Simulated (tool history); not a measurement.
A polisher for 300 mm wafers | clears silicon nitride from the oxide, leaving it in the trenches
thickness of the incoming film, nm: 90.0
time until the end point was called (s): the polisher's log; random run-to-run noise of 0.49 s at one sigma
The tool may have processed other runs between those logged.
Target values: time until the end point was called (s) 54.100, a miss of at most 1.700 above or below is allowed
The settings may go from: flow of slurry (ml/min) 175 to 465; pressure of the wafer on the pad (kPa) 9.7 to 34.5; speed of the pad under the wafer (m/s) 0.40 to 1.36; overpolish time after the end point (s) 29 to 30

| run | hour | flow of slurry (ml/min) | pressure of the wafer on the pad (kPa) | speed of the pad under the wafer (m/s) | overpolish time after the end point (s) | time until the end point was called (s) |
|---|---|---|---|---|---|---|
| 1 | 0.0 | 295 | 22.1 | 0.88 | 29 | 83.556 |
| 2 | 6.9 | 295 | 23.4 | 0.88 | 29 | 80.542 |
| 3 | 9.4 | 295 | 24.8 | 0.88 | 29 | 75.709 |
| 4 | 13.7 | 295 | 24.8 | 0.88 | 29 | 76.437 |
| 5 | 15.4 | 295 | 26.2 | 0.88 | 29 | 75.078 |
| 6 | 20.0 | 295 | 26.2 | 0.66 | 29 | 93.532 |
| 7 | 28.4 | 295 | 27.6 | 0.70 | 29 | 84.199 |
| 8 | 33.8 | 295 | 29.0 | 0.72 | 29 | 79.590 |
| 9 | 36.5 | 295 | 29.6 | 0.76 | 29 | 75.456 |
| 10 | 43.4 | 295 | 30.3 | 0.80 | 29 | 69.421 |
| 11 | 48.1 | 295 | 31.0 | 0.82 | 29 | 68.543 |
| 12 | 48.8 | 295 | 31.7 | 0.84 | 29 | 66.465 |

Of the 4 settings listed for the next run, only one would bring every result within its allowed miss of target. Which one?
| A | 49.5 | 270 | 34.5 | 0.88 | 30 | ? |
| B | 49.5 | 240 | 34.5 | 0.90 | 30 | ? |
| C | 49.5 | 290 | 33.8 | 0.98 | 30 | ? |
| D | 49.5 | 410 | 32.4 | 0.90 | 30 | ? |

| move | time until the end point was called (s) |
|---|---|
| A | 58.236 |
| B | 57.857 |
| C | 53.725 |
| D | 58.215 |
A: moves toward the targets from the last run without getting all of them in spec
B: moves toward the targets from the last run without getting all of them in spec
C: hits every target within its allowed miss
D: moves toward the targets from the last run without getting all of them in spec
So the answer is move C, the one that meets all the targets.

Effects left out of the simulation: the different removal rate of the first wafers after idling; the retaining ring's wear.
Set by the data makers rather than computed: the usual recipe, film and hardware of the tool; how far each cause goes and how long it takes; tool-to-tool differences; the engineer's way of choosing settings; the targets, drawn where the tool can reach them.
